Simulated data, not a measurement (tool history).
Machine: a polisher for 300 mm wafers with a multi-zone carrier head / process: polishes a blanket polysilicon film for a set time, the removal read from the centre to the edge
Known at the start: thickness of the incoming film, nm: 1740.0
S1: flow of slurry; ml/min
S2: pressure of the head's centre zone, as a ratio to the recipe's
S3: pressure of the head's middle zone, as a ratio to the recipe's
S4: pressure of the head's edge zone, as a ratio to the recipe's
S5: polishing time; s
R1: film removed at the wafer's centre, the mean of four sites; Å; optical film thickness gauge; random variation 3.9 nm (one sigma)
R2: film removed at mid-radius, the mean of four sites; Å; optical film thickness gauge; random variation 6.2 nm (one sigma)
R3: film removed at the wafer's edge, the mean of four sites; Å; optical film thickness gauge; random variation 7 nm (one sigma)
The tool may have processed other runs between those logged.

| run | hour | S1 | S2 | S3 | S4 | S5 | R1 | R2 | R3 |
|---|---|---|---|---|---|---|---|---|---|
| 1 | 0 | 255 | 1 | 1 | 1 | 80 | 4408.1 | 4448.1 | 4366 |
| 2 | 6.8 | 255 | 1 | 1 | 1.08 | 80 | 4354.4 | 4409.5 | 4558.3 |
| 3 | 9.7 | 255 | 1 | 1 | 1 | 80 | 4383.1 | 4375.1 | 4349.4 |
| 4 | 10.8 | 255 | 1 | 0.95 | 1 | 80 | 4368.6 | 4178.9 | 4467.8 |
| 5 | 19.5 | 255 | 1 | 0.95 | 1 | 61 | 3268.5 | 3199.3 | 3296.9 |
| 6 | 24.1 | 260 | 1.01 | 0.96 | 1.02 | 64 | 3504.1 | 3319.2 | 3566.6 |
| 7 | 28 | 265 | 1.02 | 0.98 | 1.04 | 67 | 3706.9 | 3592.6 | 3801.4 |

The next listed run, before its measurement:
| 8 | 28.8 | 275 | 1.04 | 1 | 1.05 | 69 | ? | ? | ? |

Run 8 produced R1 3969.1 Å, R2 3804.8 Å, R3 3955.1 Å.
